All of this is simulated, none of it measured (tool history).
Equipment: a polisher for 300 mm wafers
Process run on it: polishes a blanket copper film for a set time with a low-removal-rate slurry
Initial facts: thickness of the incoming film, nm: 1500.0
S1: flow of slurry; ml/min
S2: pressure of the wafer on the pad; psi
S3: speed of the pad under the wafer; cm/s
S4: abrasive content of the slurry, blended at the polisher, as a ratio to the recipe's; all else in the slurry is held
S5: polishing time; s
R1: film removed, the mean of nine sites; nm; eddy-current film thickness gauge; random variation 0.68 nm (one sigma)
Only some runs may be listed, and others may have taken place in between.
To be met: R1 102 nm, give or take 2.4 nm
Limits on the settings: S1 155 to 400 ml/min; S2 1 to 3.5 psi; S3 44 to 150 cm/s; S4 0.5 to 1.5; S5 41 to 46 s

| run | day | S1 | S2 | S3 | S4 | S5 | R1 |
|---|---|---|---|---|---|---|---|
| 1 | 0 | 255 | 2.2 | 96 | 1 | 46 | 72.281 |
| 2 | 0.292 | 255 | 2.2 | 96 | 1 | 46 | 72.923 |
| 3 | 0.412 | 255 | 1.7 | 96 | 1 | 46 | 56.789 |
| 4 | 0.738 | 260 | 1.8 | 96 | 1 | 46 | 60.349 |
| 5 | 0.804 | 265 | 1.9 | 96 | 1 | 46 | 62.763 |
| 6 | 0.946 | 265 | 2 | 96 | 1 | 46 | 66.297 |
| 7 | 1.229 | 270 | 2.1 | 96 | 1 | 46 | 70.07 |
| 8 | 1.475 | 280 | 2.2 | 96 | 1 | 46 | 73.819 |
| 9 | 1.8 | 285 | 2.3 | 96 | 1 | 46 | 76.625 |
| 10 | 1.921 | 285 | 2.4 | 96 | 1 | 46 | 79.922 |
| 11 | 1.958 | 285 | 2.5 | 96 | 1 | 46 | 82.7 |
| 12 | 2.175 | 285 | 2.6 | 96 | 1 | 46 | 86.636 |
| 13 | 2.308 | 290 | 2.8 | 96 | 1 | 46 | 93.326 |
| 14 | 2.521 | 295 | 2.8 | 96 | 1 | 46 | 92.903 |
| 15 | 2.767 | 295 | 2.9 | 96 | 1 | 46 | 96.521 |

Pick the move, out of 4, that brings all results within their allowed miss; only one does.
| A | 3.012 | 275 | 3.2 | 92 | 1 | 46 | ? |
| B | 3.012 | 340 | 3.2 | 96 | 1 | 46 | ? |
| C | 3.012 | 285 | 2.9 | 108 | 1.15 | 45 | ? |
| D | 3.012 | 330 | 2.6 | 116 | 1.25 | 46 | ? |

| move | R1 |
|---|---|
| A | 100.62 |
| B | 106.87 |
| C | 107.78 |
| D | 109.41 |
A: all results in spec
B: pushes the last run's worst result past its target
C: pushes the last run's worst result past its target
D: pushes the last run's worst result past its target
The move that meets every target is A.
